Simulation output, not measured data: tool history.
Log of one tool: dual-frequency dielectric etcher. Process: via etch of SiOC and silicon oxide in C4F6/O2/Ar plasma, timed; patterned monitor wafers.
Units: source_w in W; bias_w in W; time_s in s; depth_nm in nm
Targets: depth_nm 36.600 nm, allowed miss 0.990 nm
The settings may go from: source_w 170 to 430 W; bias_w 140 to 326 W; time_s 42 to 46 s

run	hour	source_w	bias_w	time_s	depth_nm
1	0.0	300	233	46	50.414
2	4.4	300	233	46	50.377
3	8.7	270	212	45	44.733
4	13.8	270	178	45	42.882
5	21.2	310	178	45	46.492
6	22.3	310	178	42	43.343
7	27.7	290	174	42	41.266
8	30.9	280	172	42	40.103
9	39.8	270	171	42	39.173
10	41.0	220	162	42	33.324
11	44.1	230	163	42	34.802

4 next moves are on the table. One of them brings every result within its allowed miss. Which?
A	47.2	200	146	45	?
B	47.2	200	177	46	?
C	47.2	200	192	45	?
D	47.2	220	171	45	?

move	depth_nm
A	32.193
B	34.795
C	34.884
D	36.435
A: further off than the last run
B: as far off as the last run
C: as far off as the last run
D: meets every target
Answer: D
